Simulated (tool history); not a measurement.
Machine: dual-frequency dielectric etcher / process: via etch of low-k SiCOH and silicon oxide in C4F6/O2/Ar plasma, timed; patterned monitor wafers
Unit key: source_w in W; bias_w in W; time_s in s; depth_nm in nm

run 1 hour=0 | source_w=360 bias_w=185 time_s=52 | depth_nm=140.84
run 2 hour=8.3 | source_w=360 bias_w=208 time_s=52 | depth_nm=146.16
run 3 hour=16.2 | source_w=410 bias_w=208 time_s=52 | depth_nm=151.17
run 4 hour=24.2 | source_w=420 bias_w=211 time_s=52 | depth_nm=151.71
run 5 hour=30.1 | source_w=460 bias_w=211 time_s=52 | depth_nm=159.02
run 6 hour=30.7 | source_w=460 bias_w=211 time_s=47.5 | depth_nm=144.86

Forecast run 7:
run 7 hour=39.4 | source_w=460 bias_w=216 time_s=48 | depth_nm=?

depth_nm: 146.47 nm
